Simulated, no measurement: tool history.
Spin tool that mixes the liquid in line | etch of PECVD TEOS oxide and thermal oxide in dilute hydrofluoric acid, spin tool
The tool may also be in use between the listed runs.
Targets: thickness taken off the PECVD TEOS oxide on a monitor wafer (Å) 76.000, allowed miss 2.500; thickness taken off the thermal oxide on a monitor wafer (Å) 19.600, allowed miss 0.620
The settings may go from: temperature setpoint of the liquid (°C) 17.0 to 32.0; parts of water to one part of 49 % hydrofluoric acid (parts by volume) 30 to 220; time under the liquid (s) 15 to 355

run	hour	temperature setpoint of the liquid (°C)	parts of water to one part of 49 % hydrofluoric acid (parts by volume)	time under the liquid (s)	thickness taken off the PECVD TEOS oxide on a monitor wafer (Å)	thickness taken off the thermal oxide on a monitor wafer (Å)
1	0.0	24.0	125	180	227.750	58.860
2	1.5	23.0	140	180	193.600	49.689
3	6.9	22.0	150	180	171.550	43.850
4	15.7	22.0	150	140	132.170	34.540
5	24.2	22.0	170	140	113.780	29.994
6	28.3	22.0	170	210	173.670	44.637
7	32.1	21.5	175	205	157.050	40.855
8	40.1	17.5	220	170	86.543	22.446
9	47.9	17.5	220	165	83.044	21.448

4 next moves are on the table. One of them brings every result within its allowed miss. Which?
A	55.7	21.0	220	140	?	?
B	55.7	22.5	215	110	?	?
C	55.7	17.5	220	140	?	?
D	55.7	18.5	220	145	?	?

move	thickness taken off the PECVD TEOS oxide on a monitor wafer (Å)	thickness taken off the thermal oxide on a monitor wafer (Å)
A	80.714	21.104
B	68.991	18.039
C	70.541	18.444
D	75.968	19.863
A: nearer than the last run, and not there yet
B: takes the result that was furthest off past its target
C: takes the result that was furthest off past its target
D: meets every target
Move D is the one to make.
